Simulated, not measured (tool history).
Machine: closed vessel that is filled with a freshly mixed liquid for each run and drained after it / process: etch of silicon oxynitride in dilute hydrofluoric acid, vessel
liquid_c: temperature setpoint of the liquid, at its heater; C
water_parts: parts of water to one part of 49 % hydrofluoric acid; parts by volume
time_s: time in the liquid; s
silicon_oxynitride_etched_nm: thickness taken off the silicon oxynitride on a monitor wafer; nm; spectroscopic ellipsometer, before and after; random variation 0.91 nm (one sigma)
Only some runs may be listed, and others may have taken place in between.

run	day	liquid_c	water_parts	time_s	silicon_oxynitride_etched_nm
1	0.000	26.0	100	1955	54.667
2	0.075	26.0	100	1955	55.208
3	0.371	27.5	85	1955	70.310
4	0.683	24.0	85	1955	59.483
5	0.867	22.5	85	1955	55.203
6	0.896	22.5	55	1955	88.500
7	0.921	24.5	55	1955	97.040

Expected results for the next run?
8	1.221	26.5	55	1955	?

{"run 8": {"silicon_oxynitride_etched_nm": 107.05}}
